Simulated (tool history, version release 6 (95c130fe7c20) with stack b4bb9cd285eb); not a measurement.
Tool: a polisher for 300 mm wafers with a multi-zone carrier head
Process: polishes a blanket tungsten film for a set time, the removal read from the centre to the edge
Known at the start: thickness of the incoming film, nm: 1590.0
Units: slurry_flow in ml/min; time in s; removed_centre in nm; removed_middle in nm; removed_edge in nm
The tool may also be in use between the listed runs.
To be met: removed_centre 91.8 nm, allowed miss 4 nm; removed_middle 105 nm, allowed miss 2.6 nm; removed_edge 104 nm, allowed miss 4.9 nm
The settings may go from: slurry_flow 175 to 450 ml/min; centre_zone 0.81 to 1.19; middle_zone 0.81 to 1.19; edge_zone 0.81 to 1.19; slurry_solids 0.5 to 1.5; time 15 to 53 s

Run 1, hour 0: slurry_flow 290 ml/min, centre_zone 1, middle_zone 1, edge_zone 1, slurry_solids 1, time 34 s. Result: removed_centre 132.77 nm, removed_middle 134.26 nm, removed_edge 133.37 nm.
Run 2, hour 1.9: slurry_flow 290 ml/min, centre_zone 0.94, middle_zone 1, edge_zone 1, slurry_solids 1, time 34 s. Result: removed_centre 128.55 nm, removed_middle 134.82 nm, removed_edge 133.64 nm.
Run 3, hour 4.5: slurry_flow 275 ml/min, centre_zone 0.9, middle_zone 1, edge_zone 0.99, slurry_solids 0.85, time 33 s. Result: removed_centre 112.38 nm, removed_middle 125.02 nm, removed_edge 127.99 nm.
Run 4, hour 7.1: slurry_flow 215 ml/min, centre_zone 0.9, middle_zone 1, edge_zone 0.99, slurry_solids 0.85, time 33 s. Result: removed_centre 110.34 nm, removed_middle 122.87 nm, removed_edge 120.65 nm.
Run 5, hour 9: slurry_flow 205 ml/min, centre_zone 0.89, middle_zone 0.99, edge_zone 0.96, slurry_solids 0.75, time 33 s. Result: removed_centre 108.34 nm, removed_middle 117.18 nm, removed_edge 117.99 nm.
Run 6, hour 12: slurry_flow 205 ml/min, centre_zone 0.89, middle_zone 0.95, edge_zone 0.96, slurry_solids 0.75, time 33 s. Result: removed_centre 109.71 nm, removed_middle 113.17 nm, removed_edge 120.48 nm.
Run 7, hour 20.3: slurry_flow 195 ml/min, centre_zone 0.88, middle_zone 0.97, edge_zone 0.95, slurry_solids 0.7, time 32 s. Result: removed_centre 99.938 nm, removed_middle 109.23 nm, removed_edge 111.7 nm.
Run 8, hour 23.5: slurry_flow 190 ml/min, centre_zone 0.87, middle_zone 0.97, edge_zone 0.93, slurry_solids 0.65, time 32 s. Result: removed_centre 97.692 nm, removed_middle 108.2 nm, removed_edge 109.5 nm.

5 next moves are on the table. One of them brings every result within its allowed miss. Which?
Run A, hour 26.7: slurry_flow 210 ml/min, centre_zone 0.99, middle_zone 1.03, edge_zone 0.94, slurry_solids 0.9, time 27 s. Result: removed_centre ?, removed_middle ?, removed_edge ?.
Run B, hour 26.7: slurry_flow 175 ml/min, centre_zone 0.88, middle_zone 1.12, edge_zone 0.87, slurry_solids 0.5, time 29 s. Result: removed_centre ?, removed_middle ?, removed_edge ?.
Run C, hour 26.7: slurry_flow 215 ml/min, centre_zone 0.89, middle_zone 0.92, edge_zone 0.89, slurry_solids 0.6, time 32 s. Result: removed_centre ?, removed_middle ?, removed_edge ?.
Run D, hour 26.7: slurry_flow 175 ml/min, centre_zone 0.96, middle_zone 1.05, edge_zone 0.91, slurry_solids 0.75, time 27 s. Result: removed_centre ?, removed_middle ?, removed_edge ?.
Run E, hour 26.7: slurry_flow 210 ml/min, centre_zone 0.87, middle_zone 1.01, edge_zone 0.97, slurry_solids 0.5, time 31 s. Result: removed_centre ?, removed_middle ?, removed_edge ?.

move  removed_centre  removed_middle  removed_edge
   A          98.046           103.1        98.903
   B          81.722          103.71        91.028
   C          96.958          102.86        106.87
   D          89.346          98.667        92.784
   E          88.624          103.91        102.24
A: further off than the last run
B: takes the result that was furthest off past its target
C: nearer than the last run, and not there yet
D: brings the result that was furthest off to its target, and leaves another outside
E: meets every target
Answer: E

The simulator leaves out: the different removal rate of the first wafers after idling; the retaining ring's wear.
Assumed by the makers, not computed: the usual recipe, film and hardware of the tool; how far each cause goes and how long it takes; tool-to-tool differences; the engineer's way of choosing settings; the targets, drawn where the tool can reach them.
